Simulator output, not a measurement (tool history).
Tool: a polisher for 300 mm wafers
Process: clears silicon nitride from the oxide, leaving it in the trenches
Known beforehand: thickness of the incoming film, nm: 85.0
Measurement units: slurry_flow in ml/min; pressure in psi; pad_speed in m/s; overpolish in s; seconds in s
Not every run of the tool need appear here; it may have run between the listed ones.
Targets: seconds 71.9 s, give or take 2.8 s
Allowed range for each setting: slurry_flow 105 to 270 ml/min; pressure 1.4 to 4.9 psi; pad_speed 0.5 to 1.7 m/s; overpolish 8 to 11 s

Run 1, hour 0: slurry_flow 175 ml/min, pressure 3.1 psi, pad_speed 1.1 m/s, overpolish 11 s. Result: seconds 86.687 s.
Run 2, hour 5.3: slurry_flow 175 ml/min, pressure 3.1 psi, pad_speed 1.1 m/s, overpolish 8 s. Result: seconds 87.391 s.
Run 3, hour 11.9: slurry_flow 195 ml/min, pressure 3.1 psi, pad_speed 1.1 m/s, overpolish 8 s. Result: seconds 82.883 s.
Run 4, hour 20.3: slurry_flow 195 ml/min, pressure 3.1 psi, pad_speed 1.1 m/s, overpolish 11 s. Result: seconds 84.882 s.
Run 5, hour 29: slurry_flow 200 ml/min, pressure 3.2 psi, pad_speed 1.1 m/s, overpolish 11 s. Result: seconds 82.331 s.
Run 6, hour 35.8: slurry_flow 200 ml/min, pressure 3.2 psi, pad_speed 1.1 m/s, overpolish 8 s. Result: seconds 81.751 s.
Run 7, hour 40.3: slurry_flow 205 ml/min, pressure 3.3 psi, pad_speed 1.1 m/s, overpolish 8 s. Result: seconds 78.193 s.
Run 8, hour 48.7: slurry_flow 210 ml/min, pressure 3.3 psi, pad_speed 1.1 m/s, overpolish 8 s. Result: seconds 79.676 s.
Run 9, hour 54.1: slurry_flow 210 ml/min, pressure 3.4 psi, pad_speed 1.1 m/s, overpolish 8 s. Result: seconds 74.884 s.

5 candidate next runs follow, results not yet known. Just one meets every target within its allowed miss. Identify it.
Run A, hour 59.5: slurry_flow 270 ml/min, pressure 2.9 psi, pad_speed 1.18 m/s, overpolish 9 s. Result: seconds ?.
Run B, hour 59.5: slurry_flow 235 ml/min, pressure 3.6 psi, pad_speed 1.2 m/s, overpolish 8 s. Result: seconds ?.
Run C, hour 59.5: slurry_flow 205 ml/min, pressure 3.8 psi, pad_speed 1.04 m/s, overpolish 8 s. Result: seconds ?.
Run D, hour 59.5: slurry_flow 220 ml/min, pressure 4.2 psi, pad_speed 1.04 m/s, overpolish 11 s. Result: seconds ?.
Run E, hour 59.5: slurry_flow 245 ml/min, pressure 4 psi, pad_speed 1.1 m/s, overpolish 11 s. Result: seconds ?.

move  seconds
   A   81.013
   B   65.604
   C   72.774
   D    65.38
   E   64.105
A: misses by more than the last run did
B: the result that was furthest off in the last run now lies on the other side of its target
C: hits every target within its allowed miss
D: the result that was furthest off in the last run now lies on the other side of its target
E: the result that was furthest off in the last run now lies on the other side of its target
C is the move that brings every result within its allowed miss.

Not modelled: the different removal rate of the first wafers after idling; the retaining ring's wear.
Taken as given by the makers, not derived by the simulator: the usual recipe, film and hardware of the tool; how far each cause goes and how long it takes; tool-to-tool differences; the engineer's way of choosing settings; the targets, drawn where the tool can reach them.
